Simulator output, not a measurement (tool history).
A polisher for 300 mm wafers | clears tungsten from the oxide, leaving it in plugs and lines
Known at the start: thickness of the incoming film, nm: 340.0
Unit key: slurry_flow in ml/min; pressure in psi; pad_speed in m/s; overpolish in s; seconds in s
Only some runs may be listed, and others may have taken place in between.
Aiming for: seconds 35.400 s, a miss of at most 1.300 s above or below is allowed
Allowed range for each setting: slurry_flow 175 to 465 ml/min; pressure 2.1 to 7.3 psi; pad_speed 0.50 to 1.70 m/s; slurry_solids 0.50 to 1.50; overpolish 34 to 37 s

run,hour,slurry_flow,pressure,pad_speed,slurry_solids,overpolish,seconds
1,0.0,295,4.7,1.10,1.00,34,52.620
2,5.7,295,4.2,1.10,1.00,34,56.972
3,8.3,295,3.2,1.10,1.00,34,75.436
4,9.2,295,4.1,1.10,1.00,34,59.271
5,13.4,295,4.1,1.10,1.00,34,59.613
6,20.0,295,5.1,1.10,1.00,34,47.561
7,24.0,295,5.5,1.10,1.00,34,44.790
8,26.8,295,5.8,1.10,1.00,34,42.262

Which single option among these 4 for the next run brings every result within its allowed miss of target? Just one does.
A,29.6,260,6.8,1.12,1.05,34,?
B,29.6,290,5.0,1.08,0.75,37,?
C,29.6,310,5.8,0.86,1.00,34,?
D,29.6,310,6.5,0.80,1.05,37,?

move,seconds
A,35.794
B,53.893
C,53.964
D,51.139
A: meets every target
B: further off than the last run
C: further off than the last run
D: further off than the last run
The move that meets every target is A.

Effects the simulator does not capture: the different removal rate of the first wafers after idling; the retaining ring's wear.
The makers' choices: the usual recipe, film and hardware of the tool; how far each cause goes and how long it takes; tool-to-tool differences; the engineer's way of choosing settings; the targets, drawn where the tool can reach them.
